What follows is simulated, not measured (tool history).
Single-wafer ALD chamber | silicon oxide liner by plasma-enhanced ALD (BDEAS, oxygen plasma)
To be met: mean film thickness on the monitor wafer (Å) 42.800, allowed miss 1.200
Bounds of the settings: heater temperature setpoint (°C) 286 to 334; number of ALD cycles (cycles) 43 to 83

| run | day | heater temperature setpoint (°C) | number of ALD cycles (cycles) | mean film thickness on the monitor wafer (Å) |
|---|---|---|---|---|
| 1 | 0.000 | 310 | 63 | 56.736 |
| 2 | 0.108 | 320 | 63 | 55.292 |
| 3 | 0.242 | 321 | 58 | 51.020 |
| 4 | 0.512 | 321 | 62 | 54.993 |
| 5 | 0.538 | 321 | 65 | 57.010 |
| 6 | 0.792 | 321 | 72 | 63.021 |
| 7 | 0.929 | 325 | 62 | 53.911 |
| 8 | 0.967 | 326 | 58 | 50.320 |
| 9 | 1.304 | 327 | 55 | 48.121 |
| 10 | 1.608 | 328 | 46 | 39.601 |
| 11 | 1.842 | 328 | 47 | 40.730 |

Which of these 4 next moves meets every target?
| A | 2.075 | 332 | 50 | ? |
| B | 2.075 | 323 | 44 | ? |
| C | 2.075 | 320 | 43 | ? |
| D | 2.075 | 334 | 46 | ? |

| move | mean film thickness on the monitor wafer (Å) |
|---|---|
| A | 43.519 |
| B | 38.874 |
| C | 38.179 |
| D | 39.903 |
A: meets every target
B: further off than the last run
C: further off than the last run
D: further off than the last run
The right move is A.
